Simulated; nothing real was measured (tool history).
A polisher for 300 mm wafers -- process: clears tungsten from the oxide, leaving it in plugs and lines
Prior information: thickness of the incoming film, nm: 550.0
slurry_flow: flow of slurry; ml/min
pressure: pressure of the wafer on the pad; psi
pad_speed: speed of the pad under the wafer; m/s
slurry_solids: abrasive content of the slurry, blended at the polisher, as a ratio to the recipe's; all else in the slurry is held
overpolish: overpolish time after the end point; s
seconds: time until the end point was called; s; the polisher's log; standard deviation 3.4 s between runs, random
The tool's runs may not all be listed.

run,hour,slurry_flow,pressure,pad_speed,slurry_solids,overpolish,seconds
1,0,145,3.8,1.1,1,3,115.12
2,5.3,145,3.8,0.9,1,3,135.79
3,5.9,145,4.6,0.9,1,3,114.68
4,12.9,145,4.3,0.88,1,3,123.33
5,16.4,145,4,0.86,1,3,130.98
6,23.2,145,4,0.86,0.85,3,139.94
7,25.7,145,3.8,0.84,0.85,3,153.73
8,32.8,145,3.7,0.84,0.85,3,151.79

What does the tool deliver on the next run?
9,34,145,3.6,0.84,0.85,3,?

seconds: 163.08 s
